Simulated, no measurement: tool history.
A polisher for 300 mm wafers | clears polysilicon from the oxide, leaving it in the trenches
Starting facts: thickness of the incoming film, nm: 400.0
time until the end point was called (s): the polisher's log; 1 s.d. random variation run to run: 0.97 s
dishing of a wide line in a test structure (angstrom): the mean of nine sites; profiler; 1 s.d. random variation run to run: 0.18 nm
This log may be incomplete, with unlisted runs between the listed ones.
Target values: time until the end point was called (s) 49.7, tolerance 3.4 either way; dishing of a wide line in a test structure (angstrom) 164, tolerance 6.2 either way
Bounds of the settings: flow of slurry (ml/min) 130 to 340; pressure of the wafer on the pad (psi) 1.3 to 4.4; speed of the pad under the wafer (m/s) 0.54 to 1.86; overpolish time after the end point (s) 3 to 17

| run | hour | flow of slurry (ml/min) | pressure of the wafer on the pad (psi) | speed of the pad under the wafer (m/s) | overpolish time after the end point (s) | time until the end point was called (s) | dishing of a wide line in a test structure (angstrom) |
|---|---|---|---|---|---|---|---|
| 1 | 0 | 220 | 2.8 | 1.18 | 9 | 25.267 | 322.69 |
| 2 | 5.1 | 220 | 2.8 | 1.34 | 9 | 22.193 | 321.19 |
| 3 | 8.5 | 185 | 2.8 | 1.34 | 9 | 22.274 | 323.13 |
| 4 | 9.6 | 185 | 3.4 | 1.34 | 9 | 19.221 | 321.31 |
|  | 11.7 | slurry nozzle cleaned |
| 5 | 11.7 | 185 | 3.7 | 1.34 | 9 | 16.807 | 320.86 |
| 6 | 18.4 | 185 | 3.7 | 1.34 | 6 | 16.373 | 314.32 |
| 7 | 22.3 | 180 | 3.6 | 1.24 | 6 | 17.602 | 316.74 |
| 8 | 30.2 | 200 | 3.3 | 1.18 | 6 | 20.212 | 312.9 |
| 9 | 38.4 | 215 | 3.1 | 1.1 | 6 | 22.513 | 316.08 |
| 10 | 46.2 | 205 | 2.9 | 1.06 | 6 | 24.499 | 303.33 |
| 11 | 53.6 | 195 | 2.7 | 1 | 6 | 27.688 | 297.5 |
| 12 | 57.2 | 190 | 2.5 | 0.94 | 6 | 32.397 | 286.05 |
| 13 | 64.8 | 185 | 2.4 | 0.9 | 6 | 35.712 | 280.12 |
| 14 | 65.4 | 180 | 2.3 | 0.86 | 6 | 38.438 | 270.55 |
| 15 | 73.4 | 130 | 1.5 | 0.76 | 3 | 65.396 | 134.16 |

5 candidate next runs follow, results not yet known. Just one meets every target within its allowed miss. Identify it.
| A | 81.4 | 130 | 1.4 | 1.12 | 3 | ? | ? |
| B | 81.4 | 130 | 2 | 0.66 | 4 | ? | ? |
| C | 81.4 | 145 | 2.1 | 0.6 | 4 | ? | ? |
| D | 81.4 | 185 | 1.5 | 0.56 | 3 | ? | ? |
| E | 81.4 | 155 | 1.4 | 0.54 | 5 | ? | ? |

| move | time until the end point was called (s) | dishing of a wide line in a test structure (angstrom) |
|---|---|---|
| A | 50.784 | 163.95 |
| B | 55.693 | 186.61 |
| C | 56.482 | 184.95 |
| D | 79.918 | 116.94 |
| E | 89.236 | 158.01 |
A: every result within its allowed miss
B: carries the result that was furthest off beyond its target, to the other side
C: carries the result that was furthest off beyond its target, to the other side
D: further off than the last run
E: corrects the largest miss of the last run, while another result sits out of spec
Answer: A
